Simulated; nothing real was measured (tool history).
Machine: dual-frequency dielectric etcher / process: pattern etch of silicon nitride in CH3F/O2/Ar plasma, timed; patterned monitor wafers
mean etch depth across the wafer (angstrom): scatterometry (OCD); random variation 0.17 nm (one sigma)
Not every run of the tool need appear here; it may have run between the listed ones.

run,day,source power (W),bias power (W),etch time (s),mean etch depth across the wafer (angstrom)
1,0,540,102,62,516.72
2,0.317,530,102,62,512.7
3,0.612,530,102,64.5,534.16
4,0.875,520,102,64.5,530.54
5,0.958,510,102,64.5,531.17
6,1.025,500,102,64.5,525.38

What will run 7 give?
7,1.254,490,102,64.5,?

{"run 7": {"mean etch depth across the wafer (angstrom)": 520.35}}

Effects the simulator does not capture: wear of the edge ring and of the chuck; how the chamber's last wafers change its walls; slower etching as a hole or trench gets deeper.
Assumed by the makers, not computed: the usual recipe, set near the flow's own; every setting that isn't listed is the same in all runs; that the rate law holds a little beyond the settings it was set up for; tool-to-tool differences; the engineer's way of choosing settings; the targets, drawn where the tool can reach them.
